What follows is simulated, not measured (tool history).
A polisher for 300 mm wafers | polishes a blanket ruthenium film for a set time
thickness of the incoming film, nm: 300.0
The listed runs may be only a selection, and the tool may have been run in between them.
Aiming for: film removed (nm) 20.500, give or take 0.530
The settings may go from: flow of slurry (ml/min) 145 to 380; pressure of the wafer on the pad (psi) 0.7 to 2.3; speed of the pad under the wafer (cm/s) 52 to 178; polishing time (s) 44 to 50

run	day	flow of slurry (ml/min)	pressure of the wafer on the pad (psi)	speed of the pad under the wafer (cm/s)	polishing time (s)	film removed (nm)
1	0.000	245	1.5	114	50	51.257
2	0.333	245	1.5	114	44	43.723
3	0.429	245	1.5	136	44	52.249
4	0.771	245	1.1	136	44	39.081
5	1.058	245	0.7	136	44	25.643
6	1.346	245	0.7	136	44	25.564
7	1.425	240	0.7	128	44	23.855
8	1.517	230	0.7	122	44	22.588

Which of these 4 next moves meets every target?
A	1.608	150	0.8	102	49	?
B	1.608	205	0.7	112	44	?
C	1.608	280	0.7	102	50	?
D	1.608	230	0.8	122	47	?

move	film removed (nm)
A	22.532
B	20.613
C	22.221
D	27.553
A: as far off as the last run
B: all results land within tolerance of their targets
C: an improvement on the last run, though not all results are within tolerance
D: further off than the last run
Move B is the one to make.
